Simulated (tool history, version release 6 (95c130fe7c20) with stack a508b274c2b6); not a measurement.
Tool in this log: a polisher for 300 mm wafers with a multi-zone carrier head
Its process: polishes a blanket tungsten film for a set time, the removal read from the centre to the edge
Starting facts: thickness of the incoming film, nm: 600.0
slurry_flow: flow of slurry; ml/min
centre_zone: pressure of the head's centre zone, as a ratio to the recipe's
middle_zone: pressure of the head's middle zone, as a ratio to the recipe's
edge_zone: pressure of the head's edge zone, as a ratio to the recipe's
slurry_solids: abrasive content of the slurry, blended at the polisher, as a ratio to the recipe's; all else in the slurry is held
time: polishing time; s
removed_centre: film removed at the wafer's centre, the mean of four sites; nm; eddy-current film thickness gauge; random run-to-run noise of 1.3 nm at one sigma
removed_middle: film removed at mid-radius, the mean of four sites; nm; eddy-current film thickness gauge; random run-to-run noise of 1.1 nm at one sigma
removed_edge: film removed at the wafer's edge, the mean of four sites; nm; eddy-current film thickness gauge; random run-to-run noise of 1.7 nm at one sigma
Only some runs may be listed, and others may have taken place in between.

{"run": 1, "hour": 0.0, "slurry_flow": 275, "centre_zone": 1.0, "middle_zone": 1.0, "edge_zone": 1.0, "slurry_solids": 1.0, "time": 49, "removed_centre": 190.84, "removed_middle": 181.13, "removed_edge": 190.39}
{"run": 2, "hour": 2.0, "slurry_flow": 270, "centre_zone": 0.97, "middle_zone": 0.98, "edge_zone": 0.99, "slurry_solids": 0.95, "time": 49, "removed_centre": 185.23, "removed_middle": 175.08, "removed_edge": 188.83}
{"run": 3, "hour": 7.9, "slurry_flow": 270, "centre_zone": 0.97, "middle_zone": 0.98, "edge_zone": 0.99, "slurry_solids": 1.1, "time": 49, "removed_centre": 188.58, "removed_middle": 183.44, "removed_edge": 194.7}
{"run": 4, "hour": 11.3, "slurry_flow": 270, "centre_zone": 0.97, "middle_zone": 0.98, "edge_zone": 0.91, "slurry_solids": 1.1, "time": 49, "removed_centre": 187.32, "removed_middle": 179.76, "removed_edge": 186.58}
{"run": 5, "hour": 19.0, "slurry_flow": 270, "centre_zone": 0.97, "middle_zone": 1.06, "edge_zone": 0.91, "slurry_solids": 1.1, "time": 49, "removed_centre": 191.05, "removed_middle": 190.13, "removed_edge": 183.11}
{"run": 6, "hour": 22.4, "slurry_flow": 265, "centre_zone": 0.94, "middle_zone": 1.04, "edge_zone": 0.91, "slurry_solids": 1.0, "time": 49, "removed_centre": 181.11, "removed_middle": 185.11, "removed_edge": 184.2}
{"run": 7, "hour": 23.7, "slurry_flow": 265, "centre_zone": 0.93, "middle_zone": 1.03, "edge_zone": 0.91, "slurry_solids": 0.95, "time": 48, "removed_centre": 171.0, "removed_middle": 176.81, "removed_edge": 179.05}

Forecast run 8:
{"run": 8, "hour": 26.8, "slurry_flow": 240, "centre_zone": 0.83, "middle_zone": 0.93, "edge_zone": 0.83, "slurry_solids": 0.7, "time": 47, "removed_centre": "?", "removed_middle": "?", "removed_edge": "?"}

For run 8 the tool returned removed_centre 136.91 nm, removed_middle 150.74 nm, removed_edge 155.49 nm.
